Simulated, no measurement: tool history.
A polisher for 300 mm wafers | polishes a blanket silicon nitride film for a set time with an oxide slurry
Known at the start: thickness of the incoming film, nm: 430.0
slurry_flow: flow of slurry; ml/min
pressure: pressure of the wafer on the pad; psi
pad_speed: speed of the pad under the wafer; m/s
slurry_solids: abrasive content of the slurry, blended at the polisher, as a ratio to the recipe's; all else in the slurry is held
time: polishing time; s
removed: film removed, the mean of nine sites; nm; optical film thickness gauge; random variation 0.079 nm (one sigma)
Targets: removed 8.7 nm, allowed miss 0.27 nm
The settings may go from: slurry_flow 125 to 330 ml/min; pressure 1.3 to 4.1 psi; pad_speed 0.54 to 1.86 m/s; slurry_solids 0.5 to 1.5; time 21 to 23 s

run  hour  slurry_flow  pressure  pad_speed  slurry_solids  time  removed
  1     0          210       2.7       1.18              1    23   9.8213
  2   7.4          210       2.6       1.18              1    23   9.3749
  3  11.6          210       2.6       1.46              1    23   10.891
  4  15.4          210       2.5       1.46              1    23   10.636
  5  21.5          210       2.8       1.46              1    23   11.696
  6  26.9          210       2.8       1.46           1.15    23   12.458
     29.3  -- head pressure recalibrated
  7  29.3          210       2.8       1.46           1.15    23   13.199
  8  33.2          210       2.6       1.46           1.15    23   12.364
  9  37.8          210       2.4       1.46           1.15    23   11.385

4 next moves are on the table. One of them brings every result within its allowed miss. Which?
  A  42.4          185       2.3       1.14           1.25    21        ?
  B  42.4          205         2       1.44            1.2    21        ?
  C  42.4          200       2.3       1.36           0.85    21        ?
  D  42.4          195       2.1       1.36           1.05    21        ?

move  removed
   A   8.1473
   B   8.5347
   C   8.1152
   D   8.0716
A: takes the result that was furthest off past its target
B: meets every target
C: takes the result that was furthest off past its target
D: takes the result that was furthest off past its target
Answer: B

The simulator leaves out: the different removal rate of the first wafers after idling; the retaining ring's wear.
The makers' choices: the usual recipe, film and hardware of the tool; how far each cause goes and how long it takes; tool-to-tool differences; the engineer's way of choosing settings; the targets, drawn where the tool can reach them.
